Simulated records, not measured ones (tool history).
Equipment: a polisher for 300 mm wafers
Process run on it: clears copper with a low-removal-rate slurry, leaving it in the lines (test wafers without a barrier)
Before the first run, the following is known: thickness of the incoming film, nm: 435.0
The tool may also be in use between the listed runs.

| run | hour | flow of slurry (ml/min) | pressure of the wafer on the pad (kPa) | speed of the pad under the wafer (cm/s) | abrasive content of the slurry | overpolish time after the end point (s) | time until the end point was called (s) | dishing of a wide line in a test structure (angstrom) |
|---|---|---|---|---|---|---|---|---|
| 1 | 0 | 240 | 13.8 | 138 | 1 | 16 | 137.88 | 339 |
| 2 | 2.5 | 240 | 12.4 | 132 | 1 | 16 | 155.35 | 288.49 |
| 3 | 4.9 | 240 | 15.2 | 132 | 1 | 16 | 130.62 | 348.75 |
| 4 | 5.8 | 240 | 17.9 | 132 | 1 | 16 | 111.17 | 388.36 |
| 5 | 9.5 | 295 | 17.9 | 132 | 1 | 16 | 112.93 | 399.08 |
| 6 | 16.6 | 295 | 17.9 | 164 | 1 | 16 | 90.182 | 465.52 |
| 7 | 22.2 | 295 | 15.9 | 150 | 1 | 16 | 109.53 | 399.99 |
| 8 | 24.1 | 295 | 13.8 | 138 | 1 | 16 | 134.09 | 334.58 |
| 9 | 24.6 | 295 | 12.4 | 128 | 1 | 16 | 155.2 | 282.75 |
| 10 | 26.6 | 295 | 11 | 120 | 1 | 17 | 187.72 | 277.96 |
| 11 | 33 | 290 | 6.9 | 110 | 1 | 12 | 303.1 | 129.45 |
| 12 | 35.4 | 290 | 6.9 | 110 | 1 | 13 | 298.65 | 139.23 |
| 13 | 43.4 | 290 | 6.9 | 110 | 1 | 14 | 294 | 149.81 |

Estimate the outcome of run 14 from the log above:
| 14 | 44.4 | 290 | 6.9 | 110 | 1 | 15 | ? | ? |

{"run 14": {"time until the end point was called (s)": 293.16, "dishing of a wide line in a test structure (angstrom)": 157.42}}

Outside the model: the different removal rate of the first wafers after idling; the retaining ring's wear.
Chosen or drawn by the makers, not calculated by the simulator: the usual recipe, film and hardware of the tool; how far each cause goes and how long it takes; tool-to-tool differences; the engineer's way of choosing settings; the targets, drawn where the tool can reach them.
